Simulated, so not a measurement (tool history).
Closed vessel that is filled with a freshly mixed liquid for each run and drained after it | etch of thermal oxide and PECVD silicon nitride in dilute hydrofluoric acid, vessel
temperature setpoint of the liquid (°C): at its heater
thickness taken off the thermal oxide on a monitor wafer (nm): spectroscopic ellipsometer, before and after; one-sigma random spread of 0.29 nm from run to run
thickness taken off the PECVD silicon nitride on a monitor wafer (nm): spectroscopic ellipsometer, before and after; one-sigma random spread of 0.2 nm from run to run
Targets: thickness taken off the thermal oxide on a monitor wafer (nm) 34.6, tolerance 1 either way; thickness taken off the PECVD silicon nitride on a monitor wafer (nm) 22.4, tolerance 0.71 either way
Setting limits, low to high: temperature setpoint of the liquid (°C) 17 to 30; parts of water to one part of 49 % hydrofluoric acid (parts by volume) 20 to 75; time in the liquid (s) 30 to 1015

| run | hour | temperature setpoint of the liquid (°C) | parts of water to one part of 49 % hydrofluoric acid (parts by volume) | time in the liquid (s) | thickness taken off the thermal oxide on a monitor wafer (nm) | thickness taken off the PECVD silicon nitride on a monitor wafer (nm) |
|---|---|---|---|---|---|---|
| 1 | 0 | 22 | 45 | 520 | 57.322 | 37.33 |
| 2 | 7.2 | 21.5 | 50 | 525 | 50.755 | 32.041 |
| 3 | 9.9 | 21.5 | 55 | 520 | 44.604 | 29.32 |
| 4 | 15.4 | 21 | 55 | 525 | 44.416 | 28.276 |
| 5 | 16.7 | 21 | 55 | 435 | 37.347 | 24.15 |
| 6 | 23.9 | 21 | 55 | 310 | 26.353 | 16.776 |
| 7 | 32.2 | 21.5 | 50 | 305 | 29.582 | 18.471 |
| 8 | 38.5 | 21.5 | 50 | 305 | 29.367 | 18.823 |
| 9 | 47.2 | 22 | 45 | 300 | 33.092 | 21.282 |
| 10 | 50.3 | 22 | 45 | 300 | 33.37 | 21.158 |

Of the 5 settings listed for the next run, only one would bring every result within its allowed miss of target. Which one?
| A | 53.4 | 22 | 55 | 405 | ? | ? |
| B | 53.4 | 19.5 | 45 | 340 | ? | ? |
| C | 53.4 | 22.5 | 40 | 270 | ? | ? |
| D | 53.4 | 19 | 40 | 315 | ? | ? |
| E | 53.4 | 18 | 35 | 295 | ? | ? |

| move | thickness taken off the thermal oxide on a monitor wafer (nm) | thickness taken off the PECVD silicon nitride on a monitor wafer (nm) |
|---|---|---|
| A | 36.399 | 23.387 |
| B | 34.02 | 20.083 |
| C | 34.727 | 22.006 |
| D | 34.911 | 20.137 |
| E | 35.988 | 19.992 |
A: carries the result that was furthest off beyond its target, to the other side
B: lands further from the targets than the last run did
C: all results in spec
D: lands further from the targets than the last run did
E: lands further from the targets than the last run did
Correct choice: C, which meets every target
